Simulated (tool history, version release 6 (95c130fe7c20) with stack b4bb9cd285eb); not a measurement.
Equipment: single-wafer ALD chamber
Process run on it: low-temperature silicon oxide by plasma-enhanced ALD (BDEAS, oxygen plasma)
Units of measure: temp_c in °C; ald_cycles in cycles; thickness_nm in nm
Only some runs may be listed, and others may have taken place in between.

run	hour	temp_c	ald_cycles	thickness_nm
1	0.0	115	35	5.1563
2	5.4	115	39	5.7798
3	10.3	105	39	5.8717
4	18.1	105	37	5.5525
5	19.1	105	34	5.0990
6	26.8	109	34	5.0580

Estimate the outcome of run 7 from the log above:
7	31.0	110	33	?

thickness_nm: 4.9066 nm
